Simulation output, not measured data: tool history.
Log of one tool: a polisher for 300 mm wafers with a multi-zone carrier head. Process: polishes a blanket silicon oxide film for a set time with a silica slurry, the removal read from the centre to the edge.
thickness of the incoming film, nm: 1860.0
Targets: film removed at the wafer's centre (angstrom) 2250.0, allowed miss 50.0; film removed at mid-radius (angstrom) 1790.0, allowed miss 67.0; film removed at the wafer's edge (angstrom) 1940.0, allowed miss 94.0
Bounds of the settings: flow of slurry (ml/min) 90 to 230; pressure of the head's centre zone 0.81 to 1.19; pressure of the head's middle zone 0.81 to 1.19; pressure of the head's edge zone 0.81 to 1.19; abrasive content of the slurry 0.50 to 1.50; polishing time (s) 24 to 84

run,day,flow of slurry (ml/min),pressure of the head's centre zone,pressure of the head's middle zone,pressure of the head's edge zone,abrasive content of the slurry,polishing time (s),film removed at the wafer's centre (angstrom),film removed at mid-radius (angstrom),film removed at the wafer's edge (angstrom)
1,0.000,150,1.00,1.00,1.00,1.00,54,2210.9,2334.8,2347.0
2,0.150,150,0.94,1.00,1.00,1.00,54,2064.9,2331.7,2294.6
3,0.192,155,0.99,0.95,0.95,0.90,54,2071.9,2198.0,2213.3
4,0.375,155,0.99,0.87,0.95,0.90,54,2085.4,2002.3,2166.3
5,0.704,155,0.99,0.87,1.02,0.90,54,2075.0,2027.4,2255.2
6,0.808,155,0.99,0.87,1.02,0.90,44,1661.9,1660.0,1829.2
7,0.908,155,0.99,0.87,1.02,0.90,44,1678.0,1650.6,1845.9
8,1.171,170,1.05,0.87,1.00,0.90,44,1797.8,1676.2,1853.8
9,1.475,180,1.09,0.87,0.98,0.95,44,1941.2,1736.7,1881.8
10,1.783,190,1.12,0.86,0.98,0.95,44,1981.2,1698.1,1885.4
11,2.154,195,1.14,0.86,0.97,1.00,44,2069.5,1713.4,1938.6
12,2.183,200,1.15,0.87,0.95,1.00,44,2107.7,1769.2,1912.1
13,2.554,205,1.16,0.87,0.94,1.00,44,2126.2,1772.2,1928.3
14,2.796,210,1.17,0.86,0.92,1.00,44,2156.4,1789.8,1880.6
15,2.896,215,1.18,0.85,0.92,1.00,44,2165.7,1745.8,1909.7
16,3.033,215,1.18,0.85,0.91,1.00,44,2165.1,1741.2,1893.0

Which of these 4 next moves meets every target?
A,3.171,225,1.18,0.92,0.92,1.15,39,?,?,?
B,3.171,190,1.19,0.84,0.89,1.15,43,?,?,?
C,3.171,225,1.10,0.86,0.94,1.00,45,?,?,?
D,3.171,215,1.12,0.90,0.94,1.20,40,?,?,?

move,film removed at the wafer's centre (angstrom),film removed at mid-radius (angstrom),film removed at the wafer's edge (angstrom)
A,2062.3,1749.6,1831.2
B,2244.7,1757.4,1964.3
C,2096.9,1795.0,2007.5
D,2042.0,1785.7,1924.9
A: further off than the last run
B: meets every target
C: further off than the last run
D: further off than the last run
The right move is B.

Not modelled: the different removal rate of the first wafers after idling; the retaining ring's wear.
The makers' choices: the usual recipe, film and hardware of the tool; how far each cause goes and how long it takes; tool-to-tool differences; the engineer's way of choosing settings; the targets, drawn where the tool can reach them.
